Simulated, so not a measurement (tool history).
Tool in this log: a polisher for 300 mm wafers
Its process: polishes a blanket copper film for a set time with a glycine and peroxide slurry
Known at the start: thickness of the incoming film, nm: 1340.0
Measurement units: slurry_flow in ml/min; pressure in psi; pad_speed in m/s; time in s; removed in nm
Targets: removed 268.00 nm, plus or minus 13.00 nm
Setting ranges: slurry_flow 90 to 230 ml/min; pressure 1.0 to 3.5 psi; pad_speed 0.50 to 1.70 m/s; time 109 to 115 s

run	hour	slurry_flow	pressure	pad_speed	time	removed
1	0.0	150	2.2	1.10	109	499.09
2	1.0	150	1.9	1.04	109	434.48
3	8.1	150	1.7	0.98	109	382.62
4	14.0	150	1.7	0.98	115	416.03
5	17.2	115	1.7	0.98	115	386.68
6	22.7	115	1.7	1.12	115	431.89
7	29.5	115	1.5	1.06	115	373.00
8	35.2	115	1.4	1.02	115	361.47
9	40.2	115	1.3	0.98	115	337.71
10	44.8	115	1.2	0.94	115	312.67
11	46.9	115	1.2	0.92	115	296.45

Below are 5 possible settings for the next run. Only one of them brings all results inside the allowed miss of their targets. Which is it?
A	49.0	125	1.2	0.90	112	?
B	49.0	110	1.3	1.06	115	?
C	49.0	160	1.0	0.94	114	?
D	49.0	115	1.1	0.78	115	?
E	49.0	115	1.3	0.94	112	?

move	removed
A	301.28
B	350.10
C	305.80
D	265.89
E	316.32
A: its largest miss is bigger than the last run's
B: its largest miss is bigger than the last run's
C: its largest miss is bigger than the last run's
D: in spec on every target
E: its largest miss is bigger than the last run's
Go with D: it meets all targets.
